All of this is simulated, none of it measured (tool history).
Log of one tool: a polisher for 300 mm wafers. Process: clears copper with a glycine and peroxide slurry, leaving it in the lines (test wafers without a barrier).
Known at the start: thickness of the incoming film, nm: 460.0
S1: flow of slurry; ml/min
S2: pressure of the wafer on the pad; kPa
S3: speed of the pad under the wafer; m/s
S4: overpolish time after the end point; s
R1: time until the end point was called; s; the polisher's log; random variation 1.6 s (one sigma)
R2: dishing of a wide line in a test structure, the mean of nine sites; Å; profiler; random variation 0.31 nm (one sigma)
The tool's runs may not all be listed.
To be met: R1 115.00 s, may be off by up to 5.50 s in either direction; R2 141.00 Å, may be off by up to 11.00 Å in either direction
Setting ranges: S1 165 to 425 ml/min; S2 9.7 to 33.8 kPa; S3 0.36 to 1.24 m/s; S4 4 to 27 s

run,hour,S1,S2,S3,S4,R1,R2
1,0.0,275,21.4,0.80,14,119.97,267.63
2,1.3,275,16.5,0.80,14,141.72,259.58
3,8.9,260,20.0,0.72,12,134.01,231.50
4,15.0,260,20.0,0.72,7,136.41,163.52
5,20.9,260,15.9,0.72,7,153.99,148.57
6,25.3,260,18.6,0.72,7,140.32,156.66
7,29.1,260,19.3,0.72,6,140.80,144.78
8,32.1,260,20.7,0.72,6,133.98,146.65
9,38.0,260,21.4,0.72,6,129.33,143.58
10,46.3,260,22.1,0.72,6,125.07,150.34
11,54.7,260,22.8,0.72,6,127.14,154.75
12,60.7,260,22.8,0.72,6,125.84,156.29

Exercise: of the 5 proposed moves below, exactly one satisfies all targets within the stated allowed misses. Which move is it?
A,66.7,275,20.0,0.78,7,?,?
B,66.7,285,23.4,0.78,6,?,?
C,66.7,245,19.3,0.86,7,?,?
D,66.7,225,22.1,0.86,4,?,?
E,66.7,200,20.0,0.94,5,?,?

move,R1,R2
A,128.10,177.66
B,115.15,171.22
C,124.28,181.28
D,115.26,123.14
E,117.52,145.39
A: lands further from the targets than the last run did
B: brings the result that was furthest off to its target, and leaves another outside
C: lands further from the targets than the last run did
D: brings the result that was furthest off to its target, and leaves another outside
E: all results land within tolerance of their targets
So the answer is move E, the one that meets all the targets.
